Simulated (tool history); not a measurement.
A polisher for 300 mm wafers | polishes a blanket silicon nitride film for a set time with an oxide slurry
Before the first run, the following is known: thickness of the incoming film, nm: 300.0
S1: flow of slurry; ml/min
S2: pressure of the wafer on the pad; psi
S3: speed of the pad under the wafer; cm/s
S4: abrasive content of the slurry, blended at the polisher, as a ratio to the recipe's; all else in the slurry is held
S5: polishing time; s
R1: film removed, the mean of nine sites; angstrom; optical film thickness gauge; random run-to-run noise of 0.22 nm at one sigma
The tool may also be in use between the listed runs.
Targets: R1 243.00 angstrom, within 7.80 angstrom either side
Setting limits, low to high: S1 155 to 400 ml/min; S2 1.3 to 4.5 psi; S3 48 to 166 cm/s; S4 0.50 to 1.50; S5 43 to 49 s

Run 1, hour 0.0: S1 255 ml/min, S2 2.9 psi, S3 106 cm/s, S4 1.00, S5 49 s. Result: R1 315.73 angstrom.
Run 2, hour 2.7: S1 255 ml/min, S2 2.7 psi, S3 106 cm/s, S4 1.00, S5 49 s. Result: R1 292.05 angstrom.
Run 3, hour 6.8: S1 255 ml/min, S2 2.6 psi, S3 106 cm/s, S4 1.00, S5 49 s. Result: R1 282.50 angstrom.
Run 4, hour 14.3: S1 255 ml/min, S2 2.5 psi, S3 106 cm/s, S4 1.00, S5 49 s. Result: R1 273.16 angstrom.
Run 5, hour 15.5: S1 255 ml/min, S2 2.4 psi, S3 106 cm/s, S4 1.00, S5 49 s. Result: R1 266.13 angstrom.
Run 6, hour 22.6: S1 255 ml/min, S2 2.7 psi, S3 106 cm/s, S4 1.00, S5 49 s. Result: R1 293.81 angstrom.
Run 7, hour 28.5: S1 255 ml/min, S2 2.5 psi, S3 106 cm/s, S4 1.00, S5 49 s. Result: R1 275.59 angstrom.
Run 8, hour 32.7: S1 255 ml/min, S2 2.4 psi, S3 106 cm/s, S4 1.00, S5 49 s. Result: R1 263.66 angstrom.
Run 9, hour 36.1: S1 255 ml/min, S2 2.4 psi, S3 106 cm/s, S4 1.00, S5 49 s. Result: R1 258.67 angstrom.

Pick the move, out of 5, that brings all results within their allowed miss; only one does.
Run A, hour 39.5: S1 345 ml/min, S2 2.2 psi, S3 118 cm/s, S4 0.90, S5 45 s. Result: R1 ?.
Run B, hour 39.5: S1 290 ml/min, S2 2.8 psi, S3 112 cm/s, S4 1.10, S5 43 s. Result: R1 ?.
Run C, hour 39.5: S1 235 ml/min, S2 2.2 psi, S3 116 cm/s, S4 0.95, S5 44 s. Result: R1 ?.
Run D, hour 39.5: S1 270 ml/min, S2 2.5 psi, S3 100 cm/s, S4 1.00, S5 45 s. Result: R1 ?.
Run E, hour 39.5: S1 315 ml/min, S2 2.6 psi, S3 108 cm/s, S4 0.95, S5 49 s. Result: R1 ?.

move      R1
   A  230.67
   B  300.28
   C  223.42
   D  242.71
   E  284.81
A: moves the result that the last run missed by most past its target, out the other side
B: its largest miss is bigger than the last run's
C: moves the result that the last run missed by most past its target, out the other side
D: every result within its allowed miss
E: its largest miss is bigger than the last run's
Correct choice: D, which meets every target
